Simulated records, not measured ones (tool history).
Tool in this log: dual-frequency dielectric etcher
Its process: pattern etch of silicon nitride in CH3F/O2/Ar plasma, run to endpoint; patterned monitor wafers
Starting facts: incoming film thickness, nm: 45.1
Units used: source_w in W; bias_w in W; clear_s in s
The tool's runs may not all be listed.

{"run": 1, "hour": 0.0, "source_w": 340, "bias_w": 54, "clear_s": 74.85}
{"run": 2, "hour": 5.1, "source_w": 330, "bias_w": 54, "clear_s": 75.383}
{"run": 3, "hour": 7.0, "source_w": 330, "bias_w": 62, "clear_s": 71.036}
{"run": 4, "hour": 12.3, "source_w": 310, "bias_w": 62, "clear_s": 72.878}
{"run": 5, "hour": 17.8, "source_w": 290, "bias_w": 62, "clear_s": 73.305}
{"run": 6, "hour": 23.5, "source_w": 290, "bias_w": 53, "clear_s": 78.334}
{"run": 7, "hour": 25.5, "source_w": 280, "bias_w": 53, "clear_s": 78.152}

Predict the results of run 8:
{"run": 8, "hour": 29.0, "source_w": 270, "bias_w": 53, "clear_s": "?"}

Run 8 produced clear_s 79.254 s.
